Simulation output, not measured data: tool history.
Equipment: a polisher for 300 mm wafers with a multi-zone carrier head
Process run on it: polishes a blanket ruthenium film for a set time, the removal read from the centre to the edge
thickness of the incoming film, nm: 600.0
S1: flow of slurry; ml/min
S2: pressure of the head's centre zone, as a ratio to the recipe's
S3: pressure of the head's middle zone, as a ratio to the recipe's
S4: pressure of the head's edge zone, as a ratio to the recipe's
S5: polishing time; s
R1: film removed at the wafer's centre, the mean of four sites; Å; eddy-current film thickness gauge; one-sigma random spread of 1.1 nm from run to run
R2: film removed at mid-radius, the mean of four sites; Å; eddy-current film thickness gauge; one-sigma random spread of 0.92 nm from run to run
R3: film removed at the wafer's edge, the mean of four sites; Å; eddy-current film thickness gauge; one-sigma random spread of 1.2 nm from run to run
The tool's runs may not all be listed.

{"run": 1, "hour": 0.0, "S1": 155, "S2": 1, "S3": 1, "S4": 1, "S5": 71, "R1": 724.03, "R2": 738.09, "R3": 707.02}
{"run": 2, "hour": 1.5, "S1": 155, "S2": 1, "S3": 1.04, "S4": 1, "S5": 71, "R1": 729.82, "R2": 754.28, "R3": 708.72}
{"run": 3, "hour": 6.2, "S1": 155, "S2": 0.96, "S3": 1.04, "S4": 1, "S5": 71, "R1": 714.87, "R2": 752.75, "R3": 718.01}
{"run": 4, "hour": 7.7, "S1": 155, "S2": 0.96, "S3": 1.04, "S4": 0.93, "S5": 71, "R1": 697.07, "R2": 750.65, "R3": 667.35}
{"run": 5, "hour": 15.7, "S1": 170, "S2": 0.96, "S3": 1.04, "S4": 0.93, "S5": 71, "R1": 718.82, "R2": 755.91, "R3": 684.64}
{"run": 6, "hour": 21.4, "S1": 140, "S2": 0.96, "S3": 1.04, "S4": 0.93, "S5": 71, "R1": 687.51, "R2": 753.27, "R3": 675.72}

What does the tool deliver on the next run?
{"run": 7, "hour": 25.4, "S1": 145, "S2": 0.97, "S3": 1.05, "S4": 0.96, "S5": 73, "R1": "?", "R2": "?", "R3": "?"}

{"run 7": {"R1": 731.98, "R2": 789.43, "R3": 694.59}}
